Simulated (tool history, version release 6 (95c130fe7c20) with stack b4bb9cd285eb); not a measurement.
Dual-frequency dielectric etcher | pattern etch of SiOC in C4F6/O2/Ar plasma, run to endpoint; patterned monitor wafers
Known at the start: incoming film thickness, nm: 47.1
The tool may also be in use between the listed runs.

run 1 day=0 | bias_power_(W)=442 source_power_(W)=370 | endpoint_time_(s)=17.411
run 2 day=0.329 | bias_power_(W)=442 source_power_(W)=420 | endpoint_time_(s)=16.481
run 3 day=0.567 | bias_power_(W)=442 source_power_(W)=450 | endpoint_time_(s)=15.911
run 4 day=0.779 | bias_power_(W)=442 source_power_(W)=480 | endpoint_time_(s)=15.536
run 5 day=1.046 | bias_power_(W)=408 source_power_(W)=430 | endpoint_time_(s)=16.809
run 6 day=1.312 | bias_power_(W)=381 source_power_(W)=400 | endpoint_time_(s)=17.923

The next listed run, before its measurement:
run 7 day=1.575 | bias_power_(W)=359 source_power_(W)=380 | endpoint_time_(s)=?

endpoint time (s): 18.711

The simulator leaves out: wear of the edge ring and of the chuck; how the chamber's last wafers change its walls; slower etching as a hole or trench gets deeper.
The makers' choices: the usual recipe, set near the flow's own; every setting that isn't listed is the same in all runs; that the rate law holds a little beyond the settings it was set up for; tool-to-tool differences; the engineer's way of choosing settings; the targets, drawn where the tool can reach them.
